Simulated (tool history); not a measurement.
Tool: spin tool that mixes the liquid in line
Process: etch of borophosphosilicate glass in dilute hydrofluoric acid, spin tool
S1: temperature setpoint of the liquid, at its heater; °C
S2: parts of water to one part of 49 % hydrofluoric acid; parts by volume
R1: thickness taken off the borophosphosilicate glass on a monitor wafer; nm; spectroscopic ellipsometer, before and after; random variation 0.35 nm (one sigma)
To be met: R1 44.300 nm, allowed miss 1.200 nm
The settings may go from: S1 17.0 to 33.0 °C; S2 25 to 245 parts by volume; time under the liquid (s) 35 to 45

Run 1, day 0.000: S1 25.0 °C, S2 135 parts by volume, time under the liquid (s) 45. Result: R1 21.300 nm.
Run 2, day 0.192: S1 25.0 °C, S2 90 parts by volume, time under the liquid (s) 45. Result: R1 34.285 nm.
Run 3, day 0.417: S1 25.0 °C, S2 90 parts by volume, time under the liquid (s) 45. Result: R1 33.790 nm.
Run 4, day 0.558: S1 25.0 °C, S2 40 parts by volume, time under the liquid (s) 45. Result: R1 81.137 nm.
Run 5, day 0.746: S1 22.5 °C, S2 40 parts by volume, time under the liquid (s) 45. Result: R1 73.235 nm.
Run 6, day 0.850: S1 25.0 °C, S2 40 parts by volume, time under the liquid (s) 45. Result: R1 80.628 nm.
Run 7, day 1.175: S1 23.0 °C, S2 45 parts by volume, time under the liquid (s) 45. Result: R1 65.971 nm.
Run 8, day 1.454: S1 21.5 °C, S2 50 parts by volume, time under the liquid (s) 45. Result: R1 55.236 nm.
Run 9, day 1.588: S1 20.5 °C, S2 50 parts by volume, time under the liquid (s) 45. Result: R1 52.856 nm.
Run 10, day 1.638: S1 17.0 °C, S2 55 parts by volume, time under the liquid (s) 45. Result: R1 41.778 nm.
Run 11, day 2.000: S1 17.5 °C, S2 55 parts by volume, time under the liquid (s) 45. Result: R1 42.100 nm.

Which of these 5 next moves meets every target?
Run A, day 2.362: S1 20.0 °C, S2 50 parts by volume, time under the liquid (s) 35. Result: R1 ?.
Run B, day 2.362: S1 17.5 °C, S2 50 parts by volume, time under the liquid (s) 40. Result: R1 ?.
Run C, day 2.362: S1 19.0 °C, S2 60 parts by volume, time under the liquid (s) 45. Result: R1 ?.
Run D, day 2.362: S1 22.0 °C, S2 50 parts by volume, time under the liquid (s) 35. Result: R1 ?.
Run E, day 2.362: S1 17.0 °C, S2 55 parts by volume, time under the liquid (s) 45. Result: R1 ?.

move      R1
   A  40.829
   B  41.917
   C  41.433
   D  44.419
   E  41.716
A: further off than the last run
B: further off than the last run
C: further off than the last run
D: meets every target
E: further off than the last run
Answer: D

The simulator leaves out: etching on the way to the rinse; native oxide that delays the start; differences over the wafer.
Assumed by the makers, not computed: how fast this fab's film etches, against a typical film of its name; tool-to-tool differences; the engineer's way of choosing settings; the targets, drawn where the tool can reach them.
